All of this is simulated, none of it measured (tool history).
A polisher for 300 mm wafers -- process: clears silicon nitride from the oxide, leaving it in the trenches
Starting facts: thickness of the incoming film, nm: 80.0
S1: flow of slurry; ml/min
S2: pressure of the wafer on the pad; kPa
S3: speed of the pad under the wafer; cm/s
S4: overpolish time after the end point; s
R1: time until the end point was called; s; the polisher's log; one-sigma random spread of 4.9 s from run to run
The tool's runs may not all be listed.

Run 1, hour 0.0: S1 315 ml/min, S2 15.2 kPa, S3 116 cm/s, S4 27 s. Result: R1 95.585 s.
Run 2, hour 4.8: S1 315 ml/min, S2 13.8 kPa, S3 116 cm/s, S4 27 s. Result: R1 107.010 s.
Run 3, hour 13.6: S1 315 ml/min, S2 11.7 kPa, S3 116 cm/s, S4 27 s. Result: R1 119.150 s.
Run 4, hour 17.9: S1 315 ml/min, S2 11.7 kPa, S3 116 cm/s, S4 29 s. Result: R1 123.940 s.
Run 5, hour 19.1: S1 310 ml/min, S2 10.3 kPa, S3 104 cm/s, S4 29 s. Result: R1 152.430 s.
Run 6, hour 25.7: S1 375 ml/min, S2 10.3 kPa, S3 104 cm/s, S4 29 s. Result: R1 146.290 s.
Run 7, hour 29.1: S1 375 ml/min, S2 10.3 kPa, S3 104 cm/s, S4 29 s. Result: R1 156.950 s.
Run 8, hour 35.3: S1 380 ml/min, S2 9.7 kPa, S3 96 cm/s, S4 29 s. Result: R1 176.290 s.
Run 9, hour 38.8: S1 380 ml/min, S2 9.7 kPa, S3 96 cm/s, S4 29 s. Result: R1 176.900 s.
Run 10, hour 45.5: S1 380 ml/min, S2 9.0 kPa, S3 92 cm/s, S4 29 s. Result: R1 202.990 s.
Run 11, hour 50.4: S1 380 ml/min, S2 9.0 kPa, S3 92 cm/s, S4 29 s. Result: R1 192.330 s.

Expected results for the next run?
Run 12, hour 54.2: S1 380 ml/min, S2 8.3 kPa, S3 88 cm/s, S4 29 s. Result: R1 ?.

{"run 12": {"R1": 222.74}}

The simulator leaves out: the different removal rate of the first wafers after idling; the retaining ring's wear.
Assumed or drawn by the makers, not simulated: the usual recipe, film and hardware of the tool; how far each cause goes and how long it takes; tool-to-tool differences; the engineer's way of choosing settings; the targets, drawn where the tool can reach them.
